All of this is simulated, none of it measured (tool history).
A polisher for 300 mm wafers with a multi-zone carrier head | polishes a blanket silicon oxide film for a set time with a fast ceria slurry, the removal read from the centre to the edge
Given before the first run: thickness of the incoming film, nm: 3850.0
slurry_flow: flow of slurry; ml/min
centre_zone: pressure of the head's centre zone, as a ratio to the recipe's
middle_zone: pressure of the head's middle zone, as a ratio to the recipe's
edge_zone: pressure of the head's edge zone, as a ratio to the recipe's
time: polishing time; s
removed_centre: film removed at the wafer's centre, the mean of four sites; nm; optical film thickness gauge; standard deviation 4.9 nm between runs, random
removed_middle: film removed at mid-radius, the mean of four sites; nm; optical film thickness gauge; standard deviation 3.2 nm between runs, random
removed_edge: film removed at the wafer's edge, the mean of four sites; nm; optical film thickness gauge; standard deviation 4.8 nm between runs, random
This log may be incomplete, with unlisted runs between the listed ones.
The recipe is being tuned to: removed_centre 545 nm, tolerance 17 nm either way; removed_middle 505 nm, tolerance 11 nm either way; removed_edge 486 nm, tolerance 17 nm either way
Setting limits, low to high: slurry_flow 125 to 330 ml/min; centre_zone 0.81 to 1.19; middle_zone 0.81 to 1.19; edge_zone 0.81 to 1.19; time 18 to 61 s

| run | hour | slurry_flow | centre_zone | middle_zone | edge_zone | time | removed_centre | removed_middle | removed_edge |
|---|---|---|---|---|---|---|---|---|---|
| 1 | 0 | 210 | 1 | 1 | 1 | 39 | 479.48 | 471.2 | 453.93 |
| 2 | 5.3 | 175 | 1 | 1 | 1 | 39 | 458.06 | 459.09 | 449.89 |
| 3 | 9.6 | 175 | 1 | 1 | 1.07 | 39 | 459.17 | 455.21 | 463.78 |
| 4 | 15.6 | 185 | 1 | 1 | 1.07 | 39 | 463.71 | 458.18 | 466.55 |
| 5 | 23.3 | 195 | 1 | 1 | 1.07 | 39 | 467.95 | 464.87 | 467.21 |
| 6 | 28.1 | 195 | 1 | 0.94 | 1.07 | 39 | 467.27 | 438.46 | 468.23 |
| 7 | 29.5 | 205 | 1 | 0.95 | 1.07 | 39 | 467.96 | 447.19 | 467.39 |
| 8 | 33 | 215 | 1.01 | 0.95 | 1.07 | 39 | 481.11 | 453.98 | 482.14 |
| 9 | 39.2 | 225 | 1.01 | 0.95 | 1.06 | 39 | 481.98 | 453.17 | 477.62 |

Consider the 4 candidate settings below. Which is the only one whose results all fall within their allowed miss of target?
| A | 45.4 | 210 | 1.03 | 0.95 | 1.04 | 44 | ? | ? | ? |
| B | 45.4 | 200 | 1.12 | 0.89 | 1.08 | 44 | ? | ? | ? |
| C | 45.4 | 235 | 1.19 | 0.97 | 0.88 | 40 | ? | ? | ? |
| D | 45.4 | 245 | 1.04 | 0.97 | 0.94 | 42 | ? | ? | ? |

| move | removed_centre | removed_middle | removed_edge |
|---|---|---|---|
| A | 555.8 | 515.89 | 518.83 |
| B | 599.43 | 484.71 | 526.13 |
| C | 594.81 | 484.55 | 440.93 |
| D | 548.59 | 511.87 | 479.2 |
A: brings the result that was furthest off to its target, and leaves another outside
B: better than the last run, though not everything is in spec
C: better than the last run, though not everything is in spec
D: every result lands within tolerance
Answer: D
